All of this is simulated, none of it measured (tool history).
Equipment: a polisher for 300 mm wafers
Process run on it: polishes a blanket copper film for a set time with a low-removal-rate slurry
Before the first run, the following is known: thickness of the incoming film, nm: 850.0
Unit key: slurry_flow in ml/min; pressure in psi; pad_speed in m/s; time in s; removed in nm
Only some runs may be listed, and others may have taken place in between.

run,day,slurry_flow,pressure,pad_speed,slurry_solids,time,removed
1,0,270,2.8,1,1,37,122.25
2,0.362,270,2.9,1,1,37,127.62
3,0.558,270,2.9,1,1,37,126.88
4,0.738,270,3,1,1,37,128.17
5,0.821,270,3,1,1,37,129.6
6,1.117,245,3,1,1,37,128.29
7,1.179,250,3.1,1,1,37,133.36
8,1.204,250,3.1,1,1,37,133.57
9,1.417,250,3.2,1,1,37,138.08

The next listed run, before its measurement:
10,1.438,250,3.3,1,1,37,?

Run 10 came out at removed 139.73 nm.

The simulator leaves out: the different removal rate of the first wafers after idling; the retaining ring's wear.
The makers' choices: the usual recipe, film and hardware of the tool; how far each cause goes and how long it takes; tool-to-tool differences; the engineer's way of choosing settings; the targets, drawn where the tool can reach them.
